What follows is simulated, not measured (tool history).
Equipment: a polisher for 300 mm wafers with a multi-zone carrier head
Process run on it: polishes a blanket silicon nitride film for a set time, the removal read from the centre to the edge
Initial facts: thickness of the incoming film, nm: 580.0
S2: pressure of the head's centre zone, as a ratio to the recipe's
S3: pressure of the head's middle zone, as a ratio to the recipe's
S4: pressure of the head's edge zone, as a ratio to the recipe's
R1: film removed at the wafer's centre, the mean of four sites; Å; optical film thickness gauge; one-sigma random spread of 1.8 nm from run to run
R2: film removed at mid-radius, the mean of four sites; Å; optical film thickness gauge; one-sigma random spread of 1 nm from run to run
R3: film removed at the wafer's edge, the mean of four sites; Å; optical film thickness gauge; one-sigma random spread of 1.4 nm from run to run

Run 1, hour 0.0: flow of slurry (ml/min) 180, S2 1.00, S3 1.00, S4 1.00, polishing time (s) 84. Result: R1 2126.4 Å, R2 2185.2 Å, R3 2152.4 Å.
Run 2, hour 2.0: flow of slurry (ml/min) 180, S2 1.00, S3 1.00, S4 1.00, polishing time (s) 95. Result: R1 2424.0 Å, R2 2463.6 Å, R3 2425.3 Å.
Run 3, hour 8.6: flow of slurry (ml/min) 180, S2 1.00, S3 1.00, S4 0.93, polishing time (s) 95. Result: R1 2397.3 Å, R2 2434.1 Å, R3 2354.4 Å.
Run 4, hour 9.2: flow of slurry (ml/min) 180, S2 1.02, S3 0.99, S4 0.91, polishing time (s) 86. Result: R1 2247.3 Å, R2 2237.1 Å, R3 2102.6 Å.
Run 5, hour 11.9: flow of slurry (ml/min) 175, S2 1.02, S3 0.96, S4 0.90, polishing time (s) 79. Result: R1 2035.3 Å, R2 1995.0 Å, R3 1958.6 Å.
Run 6, hour 18.9: flow of slurry (ml/min) 180, S2 1.03, S3 0.95, S4 0.89, polishing time (s) 72. Result: R1 1887.2 Å, R2 1794.3 Å, R3 1757.9 Å.
Run 7, hour 21.8: flow of slurry (ml/min) 185, S2 1.03, S3 0.94, S4 0.88, polishing time (s) 68. Result: R1 1825.7 Å, R2 1705.6 Å, R3 1632.0 Å.
Run 8, hour 28.9: flow of slurry (ml/min) 190, S2 1.02, S3 0.92, S4 0.87, polishing time (s) 66. Result: R1 1728.5 Å, R2 1621.2 Å, R3 1634.3 Å.
Run 9, hour 32.8: flow of slurry (ml/min) 190, S2 1.03, S3 0.92, S4 0.86, polishing time (s) 64. Result: R1 1669.7 Å, R2 1576.7 Å, R3 1555.3 Å.

What will run 10 give?
Run 10, hour 37.8: flow of slurry (ml/min) 190, S2 1.03, S3 0.92, S4 0.86, polishing time (s) 64. Result: R1 ?, R2 ?, R3 ?.

{"run 10": {"R1": 1690.5, "R2": 1558.4, "R3": 1547.2}}

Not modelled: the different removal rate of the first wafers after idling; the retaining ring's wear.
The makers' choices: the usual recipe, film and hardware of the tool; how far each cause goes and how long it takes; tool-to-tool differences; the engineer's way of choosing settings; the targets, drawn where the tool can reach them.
